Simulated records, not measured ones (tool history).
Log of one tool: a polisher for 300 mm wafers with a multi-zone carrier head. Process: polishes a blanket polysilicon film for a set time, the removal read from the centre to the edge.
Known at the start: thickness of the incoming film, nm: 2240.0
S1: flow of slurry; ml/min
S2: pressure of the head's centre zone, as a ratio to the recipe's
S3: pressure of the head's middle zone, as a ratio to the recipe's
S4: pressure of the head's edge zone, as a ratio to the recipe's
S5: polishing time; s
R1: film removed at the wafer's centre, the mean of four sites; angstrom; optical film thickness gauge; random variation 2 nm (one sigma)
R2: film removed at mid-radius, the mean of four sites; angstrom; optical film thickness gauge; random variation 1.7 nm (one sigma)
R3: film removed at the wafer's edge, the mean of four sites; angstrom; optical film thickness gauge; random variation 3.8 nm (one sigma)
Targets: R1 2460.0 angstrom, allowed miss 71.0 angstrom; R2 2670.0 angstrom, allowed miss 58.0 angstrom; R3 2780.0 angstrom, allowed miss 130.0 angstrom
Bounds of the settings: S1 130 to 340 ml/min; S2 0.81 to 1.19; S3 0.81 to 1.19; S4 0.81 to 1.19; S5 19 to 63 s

run	hour	S1	S2	S3	S4	S5	R1	R2	R3
1	0.0	220	1.00	1.00	1.00	41	1761.2	1794.5	1835.4
2	7.7	220	1.00	1.05	1.00	41	1790.7	1875.8	1798.5
3	9.1	220	1.00	1.05	0.95	41	1767.4	1869.0	1744.6
4	15.5	220	1.00	1.11	0.95	41	1785.9	1941.9	1783.0
5	23.3	225	1.00	1.11	1.01	44	1885.7	2106.5	1938.5
# hour 27.4: worn pad replaced by a new one
6	27.4	225	1.00	1.11	1.01	49	2286.5	2505.2	2417.7
7	29.0	235	1.00	1.10	1.05	50	2369.7	2531.7	2485.1
8	37.3	240	0.99	1.10	1.08	51	2387.1	2609.3	2554.3
9	44.6	235	0.99	1.09	1.10	52	2413.3	2639.8	2636.6

Which of these 4 next moves meets every target?
A	51.9	285	1.03	1.04	1.12	53	?	?	?
B	51.9	215	0.91	0.97	1.17	58	?	?	?
C	51.9	235	0.99	1.07	1.18	53	?	?	?
D	51.9	270	0.88	1.01	1.19	58	?	?	?

move	R1	R2	R3
A	2619.9	2677.2	2834.6
B	2430.5	2687.7	3087.0
C	2453.6	2671.6	2856.6
D	2429.7	2852.3	3183.0
A: brings the result that was furthest off to its target, and leaves another outside
B: takes the result that was furthest off past its target
C: meets every target
D: takes the result that was furthest off past its target
Move C is the one to make.
